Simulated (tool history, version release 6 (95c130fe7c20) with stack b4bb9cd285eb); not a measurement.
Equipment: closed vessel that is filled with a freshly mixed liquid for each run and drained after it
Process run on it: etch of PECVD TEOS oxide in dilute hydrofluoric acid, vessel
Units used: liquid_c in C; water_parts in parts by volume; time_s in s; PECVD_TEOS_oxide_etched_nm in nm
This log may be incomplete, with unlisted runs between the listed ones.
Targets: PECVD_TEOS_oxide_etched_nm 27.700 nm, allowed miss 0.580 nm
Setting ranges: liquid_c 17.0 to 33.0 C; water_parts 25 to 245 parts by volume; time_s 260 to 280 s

run,hour,liquid_c,water_parts,time_s,PECVD_TEOS_oxide_etched_nm
1,0.0,25.0,135,260,39.807
2,4.0,25.0,95,260,59.410
3,8.1,25.0,95,280,64.474
4,9.7,23.0,110,280,50.425
5,12.7,21.5,120,280,42.995
6,18.1,20.5,125,280,39.582
7,26.3,19.5,130,280,36.256
8,33.5,17.0,155,280,26.832

Exercise: of the 5 proposed moves below, exactly one satisfies all targets within the stated allowed misses. Which move is it?
A,40.7,17.0,140,260,?
B,40.7,19.5,150,265,?
C,40.7,17.0,155,275,?
D,40.7,17.5,145,280,?
E,40.7,17.0,150,260,?

move,PECVD_TEOS_oxide_etched_nm
A,28.086
B,29.277
C,26.443
D,29.663
E,25.959
A: hits every target within its allowed miss
B: takes the biggest miss from the last run beyond its target
C: moves away from the targets compared with the last run
D: takes the biggest miss from the last run beyond its target
E: moves away from the targets compared with the last run
Go with A: it meets all targets.
